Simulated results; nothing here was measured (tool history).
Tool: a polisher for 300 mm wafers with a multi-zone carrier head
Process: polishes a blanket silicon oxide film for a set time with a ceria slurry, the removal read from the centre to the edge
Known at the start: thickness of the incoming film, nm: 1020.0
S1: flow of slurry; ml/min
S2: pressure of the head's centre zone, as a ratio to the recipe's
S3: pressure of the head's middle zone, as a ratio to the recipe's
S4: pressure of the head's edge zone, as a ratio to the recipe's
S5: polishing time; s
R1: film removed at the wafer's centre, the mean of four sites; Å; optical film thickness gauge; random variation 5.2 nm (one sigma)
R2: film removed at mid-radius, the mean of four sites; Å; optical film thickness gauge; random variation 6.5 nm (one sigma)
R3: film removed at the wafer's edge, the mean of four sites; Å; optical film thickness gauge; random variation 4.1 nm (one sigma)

run 1 hour=0 | S1=175 S2=1 S3=1 S4=1 S5=55 | R1=3436.7 R2=3486.6 R3=3407.3
run 2 hour=0.8 | S1=175 S2=1 S3=1 S4=1 S5=60 | R1=3834.6 R2=3711.5 R3=3674.4
run 3 hour=2.6 | S1=175 S2=1.05 S3=1 S4=1 S5=60 | R1=4031.8 R2=3868.9 R3=3698.4
run 4 hour=4.9 | S1=175 S2=1.05 S3=0.97 S4=1 S5=60 | R1=3968.8 R2=3632.4 R3=3688.3
run 5 hour=12.4 | S1=175 S2=1.01 S3=0.97 S4=1 S5=60 | R1=3800.5 R2=3705.6 R3=3727.6
run 6 hour=13.2 | S1=175 S2=1.01 S3=0.97 S4=1.08 S5=60 | R1=3802.7 R2=3689.6 R3=3897.6
run 7 hour=16.5 | S1=190 S2=1.01 S3=1.03 S4=1.11 S5=61 | R1=3861.5 R2=4012 R3=3992.4

The next listed run, before its measurement:
run 8 hour=19 | S1=195 S2=1.02 S3=1.06 S4=1.13 S5=62 | R1=? R2=? R3=?

R1: 4040.9 Å
R2: 4125.5 Å
R3: 4115.4 Å
